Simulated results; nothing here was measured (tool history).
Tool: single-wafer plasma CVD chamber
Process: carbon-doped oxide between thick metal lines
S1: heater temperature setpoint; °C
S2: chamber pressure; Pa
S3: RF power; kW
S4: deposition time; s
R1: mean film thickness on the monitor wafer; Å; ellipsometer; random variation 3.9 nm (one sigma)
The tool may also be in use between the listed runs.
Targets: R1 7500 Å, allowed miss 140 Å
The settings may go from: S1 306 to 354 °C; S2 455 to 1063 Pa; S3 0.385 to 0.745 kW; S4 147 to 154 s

| run | hour | S1 | S2 | S3 | S4 | R1 |
|---|---|---|---|---|---|---|
| 1 | 0 | 330 | 759 | 0.565 | 154 | 9062.9 |
| 2 | 5.6 | 333 | 708 | 0.535 | 153 | 8665.4 |
| 3 | 7 | 335 | 688 | 0.505 | 152 | 8225.1 |
| 4 | 15 | 335 | 688 | 0.55 | 152 | 8637.2 |
| 5 | 20.7 | 337 | 660 | 0.525 | 152 | 8254.3 |
| 6 | 22.7 | 337 | 660 | 0.525 | 147 | 7983.6 |
| 7 | 24.2 | 340 | 643 | 0.525 | 147 | 7923.5 |
| 8 | 27.2 | 342 | 624 | 0.52 | 147 | 7769.5 |
| 9 | 35.3 | 344 | 613 | 0.52 | 147 | 7755.2 |
| 10 | 42.4 | 345 | 599 | 0.52 | 147 | 7717.2 |

Which of these 5 next moves meets every target?
| A | 49.5 | 336 | 649 | 0.51 | 147 | ? |
| B | 49.5 | 354 | 537 | 0.435 | 154 | ? |
| C | 49.5 | 354 | 561 | 0.455 | 152 | ? |
| D | 49.5 | 345 | 652 | 0.515 | 149 | ? |
| E | 49.5 | 328 | 455 | 0.46 | 151 | ? |

| move | R1 |
|---|---|
| A | 7861.7 |
| B | 7097.8 |
| C | 7190.9 |
| D | 7818.1 |
| E | 7434.2 |
A: further off than the last run
B: takes the result that was furthest off past its target
C: takes the result that was furthest off past its target
D: further off than the last run
E: meets every target
Move E is the one to make.
